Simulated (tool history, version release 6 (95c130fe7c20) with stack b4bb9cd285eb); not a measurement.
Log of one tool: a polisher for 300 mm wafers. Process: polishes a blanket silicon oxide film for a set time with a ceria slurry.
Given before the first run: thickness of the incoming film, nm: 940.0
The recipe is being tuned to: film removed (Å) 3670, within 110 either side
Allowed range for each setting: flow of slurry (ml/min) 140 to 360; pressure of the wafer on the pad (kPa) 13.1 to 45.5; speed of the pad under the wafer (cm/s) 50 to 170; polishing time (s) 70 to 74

run  hour  flow of slurry (ml/min)  pressure of the wafer on the pad (kPa)  speed of the pad under the wafer (cm/s)  polishing time (s)  film removed (Å)
  1     0                      230                                      29                                      110                  70            4683.3
  2   4.9                      230                                    27.6                                      110                  70            4452.2
  3     6                      230                                    27.6                                       86                  70            3530.1
  4  14.6                      195                                    27.6                                       86                  70              3445
  5  18.4                      200                                    27.6                                       86                  70              3466
  6  25.5                      205                                    27.6                                       86                  70            3429.9
  7  34.4                      210                                    27.6                                       86                  70            3506.4
  8  42.3                      215                                    27.6                                       86                  70              3472

Next run, 5 choices. One meets every target within its allowed miss, the rest don't. Which?
  A  50.2                      245                                    26.9                                       92                  70                 ?
  B  50.2                      270                                      29                                       76                  71                 ?
  C  50.2                      155                                    19.3                                      116                  74                 ?
  D  50.2                      270                                      29                                       74                  74                 ?
  E  50.2                      210                                    31.7                                       70                  72                 ?

move  film removed (Å)
   A            3708.6
   B            3403.3
   C            3334.4
   D            3458.4
   E            3386.2
A: meets every target
B: moves away from the targets compared with the last run
C: moves away from the targets compared with the last run
D: moves away from the targets compared with the last run
E: moves away from the targets compared with the last run
A is the move that brings every result within its allowed miss.
